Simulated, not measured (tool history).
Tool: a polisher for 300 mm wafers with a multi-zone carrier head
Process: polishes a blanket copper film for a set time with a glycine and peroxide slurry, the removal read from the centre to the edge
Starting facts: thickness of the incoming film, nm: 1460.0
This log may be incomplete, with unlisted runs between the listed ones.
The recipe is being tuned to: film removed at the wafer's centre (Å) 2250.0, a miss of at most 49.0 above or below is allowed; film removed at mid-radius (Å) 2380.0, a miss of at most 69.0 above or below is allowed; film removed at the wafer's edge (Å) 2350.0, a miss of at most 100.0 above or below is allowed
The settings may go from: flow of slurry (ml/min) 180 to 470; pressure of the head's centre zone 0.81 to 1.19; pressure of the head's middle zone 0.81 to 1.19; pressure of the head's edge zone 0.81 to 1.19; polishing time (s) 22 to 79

run  hour  flow of slurry (ml/min)  pressure of the head's centre zone  pressure of the head's middle zone  pressure of the head's edge zone  polishing time (s)  film removed at the wafer's centre (Å)  film removed at mid-radius (Å)  film removed at the wafer's edge (Å)
  1   0.0                      300                                1.00                                1.00                              1.00                  50                                  2536.1                          2464.9                                2545.1
  2   8.5                      300                                1.00                                1.03                              1.00                  50                                  2520.4                          2516.8                                2562.7
  3  15.6                      300                                1.00                                1.03                              0.97                  50                                  2528.9                          2552.5                                2549.5
  4  16.2                      230                                1.00                                1.03                              0.97                  50                                  2435.0                          2457.6                                2448.3
  5  21.7                      220                                0.99                                1.03                              0.96                  50                                  2407.8                          2432.0                                2382.0
  6  28.5                      215                                0.98                                1.03                              0.97                  50                                  2368.4                          2451.5                                2447.7
  7  32.1                      210                                0.97                                1.03                              0.96                  50                                  2320.0                          2387.3                                2373.3
  8  34.8                      205                                0.97                                1.03                              0.96                  50                                  2317.6                          2438.2                                2433.6
  9  35.5                      200                                0.97                                1.03                              0.95                  50                                  2339.8                          2388.4                                2379.5

Of the 5 settings listed for the next run, only one would bring every result within its allowed miss of target. Which one?
  A  36.2                      180                                1.04                                1.03                              0.90                  52                                       ?                               ?                                     ?
  B  36.2                      185                                0.99                                1.08                              1.00                  48                                       ?                               ?                                     ?
  C  36.2                      180                                1.06                                1.09                              0.86                  49                                       ?                               ?                                     ?
  D  36.2                      180                                1.02                                1.07                              0.81                  52                                       ?                               ?                                     ?
  E  36.2                      210                                0.99                                0.98                              0.89                  52                                       ?                               ?                                     ?

move  film removed at the wafer's centre (Å)  film removed at mid-radius (Å)  film removed at the wafer's edge (Å)
   A                                  2535.4                          2408.7                                2375.0
   B                                  2240.5                          2327.0                                2310.7
   C                                  2436.5                          2381.8                                2190.4
   D                                  2487.0                          2488.6                                2264.4
   E                                  2483.9                          2371.9                                2410.6
A: misses by more than the last run did
B: meets every target
C: misses by more than the last run did
D: misses by more than the last run did
E: misses by more than the last run did
The move that meets every target is B.
